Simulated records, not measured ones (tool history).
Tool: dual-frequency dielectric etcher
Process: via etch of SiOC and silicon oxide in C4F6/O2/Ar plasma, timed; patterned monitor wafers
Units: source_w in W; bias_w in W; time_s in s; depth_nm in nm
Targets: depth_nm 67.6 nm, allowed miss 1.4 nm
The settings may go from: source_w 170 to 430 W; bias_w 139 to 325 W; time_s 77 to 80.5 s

run    day  source_w  bias_w  time_s  depth_nm
  1      0       300     232      77    80.713
  2  0.146       270     227      77    76.368
  3    0.4       270     211      77    75.752
  4  0.738       250     208      77    71.716
  5  1.042       240     207      77    70.212
  6  1.129       240     207    80.5    72.704
  7   1.25       230     206    80.5    71.938
  8  1.492       180     197    80.5    61.644
  9  1.783       190     198    80.5    63.526
 10  1.817       200     198    80.5    65.167

Which of these 5 next moves meets every target?
  A  1.85       170     225      80         ?
  B  1.85       190     208      79         ?
  C  1.85       190     237    79.5         ?
  D  1.85       190     214    78.5         ?
  E  1.85       170     218    77.5         ?

move  depth_nm
   A    63.008
   B    64.258
   C     67.97
   D    64.545
   E      60.3
A: further off than the last run
B: further off than the last run
C: meets every target
D: further off than the last run
E: further off than the last run
Answer: C
